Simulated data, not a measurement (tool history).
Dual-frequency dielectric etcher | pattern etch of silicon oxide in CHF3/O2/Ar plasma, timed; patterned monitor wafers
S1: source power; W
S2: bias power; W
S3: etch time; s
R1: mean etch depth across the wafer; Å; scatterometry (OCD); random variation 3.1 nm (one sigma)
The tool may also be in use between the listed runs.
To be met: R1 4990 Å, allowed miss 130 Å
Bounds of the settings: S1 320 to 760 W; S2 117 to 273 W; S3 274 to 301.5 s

run	hour	S1	S2	S3	R1
1	0	540	195	301.5	6100.7
2	6.4	540	195	274	5569.2
3	13.9	540	220	274	5819.3
4	18.9	540	220	274	5790.3
5	24.8	500	214	274	5615.5
6	28	500	248	274	5895.2
7	30.4	500	248	274	6020.3
8	31.1	460	236	274	5632.1
9	31.6	430	232	274	5403.5
10	35.4	410	230	274	5323.3
11	37.2	330	218	274	4724.9
12	42	340	219	274	4792.4

Which of these 5 next moves meets every target?
A	46.8	320	227	274	?
B	46.8	330	211	280	?
C	46.8	350	220	298.5	?
D	46.8	320	221	293.5	?
E	46.8	340	223	296.5	?

move	R1
A	4790.1
B	4808.9
C	5347
D	5073.6
E	5277.1
A: as far off as the last run
B: nearer than the last run, and not there yet
C: takes the result that was furthest off past its target
D: meets every target
E: takes the result that was furthest off past its target
The right move is D.

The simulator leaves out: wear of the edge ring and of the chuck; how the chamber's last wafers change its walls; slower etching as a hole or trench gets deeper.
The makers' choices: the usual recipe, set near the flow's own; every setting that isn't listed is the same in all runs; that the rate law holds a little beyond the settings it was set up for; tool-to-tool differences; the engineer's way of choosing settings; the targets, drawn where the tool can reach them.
